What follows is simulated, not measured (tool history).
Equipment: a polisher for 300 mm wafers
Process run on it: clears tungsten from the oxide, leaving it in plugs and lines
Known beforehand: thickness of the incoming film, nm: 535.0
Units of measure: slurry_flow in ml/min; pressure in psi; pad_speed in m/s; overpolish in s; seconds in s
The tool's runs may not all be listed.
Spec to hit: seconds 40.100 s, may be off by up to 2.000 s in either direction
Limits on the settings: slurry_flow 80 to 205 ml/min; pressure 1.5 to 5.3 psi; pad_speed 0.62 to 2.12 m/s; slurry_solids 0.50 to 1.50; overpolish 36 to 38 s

run  hour  slurry_flow  pressure  pad_speed  slurry_solids  overpolish  seconds
  1   0.0          135       3.4       1.36           1.00          36   75.962
  2   3.8          135       3.4       1.36           1.00          36   77.415
  3  10.6          135       3.4       1.36           1.00          36   77.033
  4  19.4          135       3.9       1.38           1.00          36   67.239
  5  22.6          135       3.3       1.38           1.00          36   79.527
  6  25.5          155       3.3       1.38           1.00          36   76.320
  7  32.4          170       4.3       1.46           1.00          36   55.694
  8  38.5          170       4.5       1.50           1.00          36   51.329
  9  39.0          175       5.3       1.54           1.00          36   42.472
 10  39.9          175       5.3       1.56           1.00          36   42.460
 11  45.9          175       5.3       1.56           1.00          36   42.820

Exercise: of the 4 proposed moves below, exactly one satisfies all targets within the stated allowed misses. Which move is it?
  A  51.9          150       4.8       1.50           1.05          36        ?
  B  51.9          200       4.2       1.78           1.00          38        ?
  C  51.9          170       5.0       1.30           1.20          38        ?
  D  51.9          140       5.3       1.84           0.65          36        ?

move  seconds
   A   49.932
   B   46.926
   C   52.480
   D   41.728
A: lands further from the targets than the last run did
B: lands further from the targets than the last run did
C: lands further from the targets than the last run did
D: all results in spec
D meets every target.
